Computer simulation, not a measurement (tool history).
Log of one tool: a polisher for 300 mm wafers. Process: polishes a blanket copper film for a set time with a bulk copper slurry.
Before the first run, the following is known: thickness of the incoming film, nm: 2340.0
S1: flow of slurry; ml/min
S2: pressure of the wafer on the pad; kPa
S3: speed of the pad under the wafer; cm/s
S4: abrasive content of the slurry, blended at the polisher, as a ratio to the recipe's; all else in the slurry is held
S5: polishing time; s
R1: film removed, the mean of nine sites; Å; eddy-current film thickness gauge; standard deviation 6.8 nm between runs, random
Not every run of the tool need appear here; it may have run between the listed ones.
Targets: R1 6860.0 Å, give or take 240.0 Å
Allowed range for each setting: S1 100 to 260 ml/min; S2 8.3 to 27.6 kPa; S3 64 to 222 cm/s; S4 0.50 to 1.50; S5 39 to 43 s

Run 1, day 0.000: S1 165 ml/min, S2 17.9 kPa, S3 142 cm/s, S4 1.00, S5 43 s. Result: R1 5356.5 Å.
Run 2, day 0.254: S1 165 ml/min, S2 14.5 kPa, S3 142 cm/s, S4 1.00, S5 43 s. Result: R1 4520.4 Å.
Run 3, day 0.438: S1 165 ml/min, S2 14.5 kPa, S3 164 cm/s, S4 1.00, S5 43 s. Result: R1 5354.6 Å.
Run 4, day 0.783: S1 165 ml/min, S2 15.2 kPa, S3 164 cm/s, S4 1.00, S5 43 s. Result: R1 5473.8 Å.
Run 5, day 0.846: S1 165 ml/min, S2 15.2 kPa, S3 164 cm/s, S4 1.00, S5 39 s. Result: R1 4927.9 Å.
Run 6, day 1.171: S1 165 ml/min, S2 15.2 kPa, S3 190 cm/s, S4 1.00, S5 39 s. Result: R1 5849.6 Å.
Run 7, day 1.296: S1 175 ml/min, S2 16.5 kPa, S3 190 cm/s, S4 1.00, S5 39 s. Result: R1 6048.0 Å.
Run 8, day 1.388: S1 175 ml/min, S2 20.0 kPa, S3 192 cm/s, S4 1.00, S5 39 s. Result: R1 7124.0 Å.

Which single option among these 4 for the next run brings every result within its allowed miss of target? Just one does.
Run A, day 1.479: S1 185 ml/min, S2 20.0 kPa, S3 188 cm/s, S4 0.95, S5 39 s. Result: R1 ?.
Run B, day 1.479: S1 180 ml/min, S2 20.0 kPa, S3 164 cm/s, S4 1.10, S5 39 s. Result: R1 ?.
Run C, day 1.479: S1 175 ml/min, S2 18.6 kPa, S3 174 cm/s, S4 0.95, S5 40 s. Result: R1 ?.
Run D, day 1.479: S1 175 ml/min, S2 19.3 kPa, S3 170 cm/s, S4 1.05, S5 39 s. Result: R1 ?.

move      R1
   A  7000.4
   B  6325.5
   C  6259.2
   D  6281.0
A: meets every target
B: the result that was furthest off in the last run now lies on the other side of its target
C: the result that was furthest off in the last run now lies on the other side of its target
D: the result that was furthest off in the last run now lies on the other side of its target
Move A is the one to make.
